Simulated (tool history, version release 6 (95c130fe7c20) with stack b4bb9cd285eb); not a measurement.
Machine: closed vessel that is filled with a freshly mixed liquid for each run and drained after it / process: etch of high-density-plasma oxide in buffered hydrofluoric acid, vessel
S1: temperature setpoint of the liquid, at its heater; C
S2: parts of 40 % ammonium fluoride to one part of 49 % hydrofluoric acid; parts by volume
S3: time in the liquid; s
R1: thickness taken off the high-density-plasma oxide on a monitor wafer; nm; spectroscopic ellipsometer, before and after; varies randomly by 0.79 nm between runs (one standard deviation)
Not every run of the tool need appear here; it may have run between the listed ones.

run 1 hour=0 | S1=20 S2=8.5 S3=105 | R1=153.1
run 2 hour=1.3 | S1=19 S2=9.5 S3=105 | R1=129.42
run 3 hour=2.7 | S1=18.5 S2=10 S3=105 | R1=121.86
run 4 hour=3.9 | S1=18.5 S2=12.5 S3=105 | R1=99.934
run 5 hour=11.3 | S1=18.5 S2=12.5 S3=105 | R1=97.135
run 6 hour=19.5 | S1=18.5 S2=12.5 S3=110 | R1=102.37
run 7 hour=20.7 | S1=18 S2=12.5 S3=110 | R1=99.606

What will run 8 give?
run 8 hour=27.8 | S1=17.5 S2=12.5 S3=110 | R1=?

Logged for run 8: R1 98.084 nm.
